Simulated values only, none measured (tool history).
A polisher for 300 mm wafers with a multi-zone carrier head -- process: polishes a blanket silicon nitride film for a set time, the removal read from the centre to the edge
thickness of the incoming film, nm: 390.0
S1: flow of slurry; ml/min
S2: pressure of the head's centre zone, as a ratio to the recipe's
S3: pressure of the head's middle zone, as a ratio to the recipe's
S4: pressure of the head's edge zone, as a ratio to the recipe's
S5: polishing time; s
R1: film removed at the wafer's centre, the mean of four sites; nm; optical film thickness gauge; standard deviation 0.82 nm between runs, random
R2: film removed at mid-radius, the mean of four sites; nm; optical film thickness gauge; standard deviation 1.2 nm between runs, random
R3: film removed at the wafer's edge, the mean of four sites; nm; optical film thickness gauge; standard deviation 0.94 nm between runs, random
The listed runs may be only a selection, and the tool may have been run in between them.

run,hour,S1,S2,S3,S4,S5,R1,R2,R3
1,0,215,1,1,1,51,91.435,93.909,92.497
2,6.6,215,1,1,0.94,51,92.361,91.95,89.892
3,9.9,215,1,1,0.9,51,91.897,90.719,88.743
4,11.5,215,1,0.93,0.9,51,92.868,85.047,88.576
5,14.9,220,0.98,0.94,0.92,51,90.904,87.067,88.809
6,17.1,180,0.98,0.94,0.92,51,89.123,84.381,88.01
7,25.3,185,0.96,0.95,0.95,51,86.528,87.078,88.387
8,28.7,185,0.95,0.95,0.98,52,89.322,87.963,92.292
9,33.1,190,0.93,0.97,1,52,86.032,90.943,95.111
10,34.8,195,0.92,0.99,1,52,84.717,93.094,91.919
11,43.2,195,0.91,1,1.02,52,84.548,93.539,94.345
12,47.3,200,0.9,1.01,1.03,52,83.282,93.561,94.424
13,49.9,200,0.9,1.02,1.05,52,82.877,93.659,95.955
14,50.5,205,0.9,1.04,1.06,52,84.295,97.41,96.414
15,55.7,205,0.89,1.05,1.07,52,82.747,97.57,97.918
16,62.2,210,0.89,1.06,1.08,52,81.77,97.142,99.259
17,64.4,210,0.89,1.07,1.08,52,84.939,98.556,99.257
18,68.2,210,0.88,1.08,1.09,52,81.485,100.99,98.484
19,77,215,0.88,1.09,1.1,52,82.083,100.9,99.062
20,80.1,215,0.88,1.1,1.11,52,82.649,103.77,99.286

For run 21, what comes out?
21,80.7,215,0.88,1.1,1.12,52,?,?,?

{"run 21": {"R1": 82.012, "R2": 100.97, "R3": 100.12}}
